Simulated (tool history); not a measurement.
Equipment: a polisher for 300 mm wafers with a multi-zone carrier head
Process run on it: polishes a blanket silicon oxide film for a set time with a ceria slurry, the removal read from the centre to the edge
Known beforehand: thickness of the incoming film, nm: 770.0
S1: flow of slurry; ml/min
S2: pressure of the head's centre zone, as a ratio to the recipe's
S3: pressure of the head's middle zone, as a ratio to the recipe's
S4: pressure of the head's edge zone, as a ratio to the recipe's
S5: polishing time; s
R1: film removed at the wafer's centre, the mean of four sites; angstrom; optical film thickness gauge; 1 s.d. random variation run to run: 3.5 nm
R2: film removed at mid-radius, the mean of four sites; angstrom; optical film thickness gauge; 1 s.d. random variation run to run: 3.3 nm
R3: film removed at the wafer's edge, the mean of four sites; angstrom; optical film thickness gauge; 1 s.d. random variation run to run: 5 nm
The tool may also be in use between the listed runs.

run 1 hour=0 | S1=220 S2=1 S3=1 S4=1 S5=42 | R1=2671 R2=2617.4 R3=2761
run 2 hour=3.2 | S1=220 S2=1 S3=1 S4=0.92 S5=42 | R1=2652.9 R2=2617.3 R3=2630.4
run 3 hour=10.9 | S1=225 S2=1 S3=1.02 S4=0.95 S5=44 | R1=2803.5 R2=2838.6 R3=2878.9
run 4 hour=16 | S1=225 S2=1 S3=1.02 S4=0.95 S5=53 | R1=3334 R2=3338.7 R3=3373.8
run 5 hour=18.7 | S1=235 S2=1 S3=1.03 S4=0.97 S5=53 | R1=3314.6 R2=3436.9 R3=3374.4
run 6 hour=21.1 | S1=230 S2=1 S3=1.04 S4=0.99 S5=54 | R1=3427.8 R2=3477.7 R3=3523.1
run 7 hour=23 | S1=235 S2=1 S3=1.05 S4=1.01 S5=54 | R1=3364.3 R2=3526.1 R3=3608.4

Run 8 comes next. What will it give?
run 8 hour=27.7 | S1=240 S2=1.01 S3=1.06 S4=1.02 S5=54 | R1=? R2=? R3=?

R1: 3405.4 angstrom
R2: 3587.6 angstrom
R3: 3637.7 angstrom
